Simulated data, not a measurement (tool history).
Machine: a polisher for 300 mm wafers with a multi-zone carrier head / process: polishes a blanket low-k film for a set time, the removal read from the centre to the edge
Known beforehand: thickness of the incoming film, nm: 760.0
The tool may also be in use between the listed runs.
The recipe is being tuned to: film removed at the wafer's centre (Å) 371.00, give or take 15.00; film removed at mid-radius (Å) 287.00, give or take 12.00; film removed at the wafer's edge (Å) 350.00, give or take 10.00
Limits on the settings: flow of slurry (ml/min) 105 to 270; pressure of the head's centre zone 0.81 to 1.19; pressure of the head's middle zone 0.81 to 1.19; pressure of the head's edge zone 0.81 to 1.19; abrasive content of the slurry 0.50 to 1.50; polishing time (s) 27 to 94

run,day,flow of slurry (ml/min),pressure of the head's centre zone,pressure of the head's middle zone,pressure of the head's edge zone,abrasive content of the slurry,polishing time (s),film removed at the wafer's centre (Å),film removed at mid-radius (Å),film removed at the wafer's edge (Å)
1,0.000,175,1.00,1.00,1.00,1.00,60,337.13,331.05,330.75
2,0.208,175,1.02,0.97,1.02,1.00,60,342.52,317.40,338.14
3,0.404,175,1.04,0.95,1.02,1.00,60,348.58,308.07,336.47
4,0.483,175,1.04,0.95,1.02,1.00,75,425.34,402.59,413.90
5,0.825,170,1.05,0.92,1.02,0.95,75,416.88,379.81,403.50
6,0.912,170,1.05,0.92,1.08,0.95,75,420.13,377.23,413.39
7,0.933,170,1.05,0.92,1.08,0.95,75,422.55,371.68,415.91
8,1.071,165,1.06,0.90,1.07,0.90,75,403.65,348.48,391.53

Which of these 4 next moves meets every target?
A,1.208,145,1.16,0.95,0.84,0.80,71,?,?,?
B,1.208,140,1.11,0.83,1.07,1.00,64,?,?,?
C,1.208,150,1.08,0.90,0.95,0.90,66,?,?,?
D,1.208,135,0.94,1.04,1.10,1.05,76,?,?,?

move,film removed at the wafer's centre (Å),film removed at mid-radius (Å),film removed at the wafer's edge (Å)
A,368.98,322.21,313.70
B,361.95,294.52,352.37
C,349.37,310.65,330.17
D,377.88,429.80,430.39
A: closer than the last run, but not yet in spec
B: each result inside its tolerance
C: closer than the last run, but not yet in spec
D: misses by more than the last run did
B is the move that brings every result within its allowed miss.

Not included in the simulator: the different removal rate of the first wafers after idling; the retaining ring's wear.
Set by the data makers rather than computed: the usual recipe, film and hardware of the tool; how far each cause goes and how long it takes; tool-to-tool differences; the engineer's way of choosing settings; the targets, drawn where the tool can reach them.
